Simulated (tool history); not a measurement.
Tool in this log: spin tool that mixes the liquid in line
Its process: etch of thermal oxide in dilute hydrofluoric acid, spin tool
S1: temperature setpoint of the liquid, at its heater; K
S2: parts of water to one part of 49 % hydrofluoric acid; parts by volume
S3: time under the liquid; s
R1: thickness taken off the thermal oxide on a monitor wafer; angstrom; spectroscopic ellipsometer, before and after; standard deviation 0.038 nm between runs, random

| run | hour | S1 | S2 | S3 | R1 |
|---|---|---|---|---|---|
| 1 | 0.0 | 296.15 | 145 | 70 | 23.331 |
| 2 | 8.5 | 298.65 | 145 | 70 | 25.469 |
| 3 | 9.2 | 298.65 | 185 | 70 | 19.393 |
| 4 | 14.3 | 298.65 | 185 | 50 | 13.751 |
| 5 | 18.9 | 299.15 | 175 | 50 | 14.929 |
| 6 | 22.8 | 299.15 | 160 | 50 | 16.627 |
| 7 | 28.1 | 299.15 | 145 | 50 | 19.042 |
| 8 | 35.8 | 299.15 | 135 | 50 | 20.333 |
| 9 | 44.5 | 299.15 | 125 | 50 | 22.266 |

What will run 10 give?
| 10 | 53.1 | 299.15 | 115 | 50 | ? |

Run 10 produced R1 24.464 angstrom.
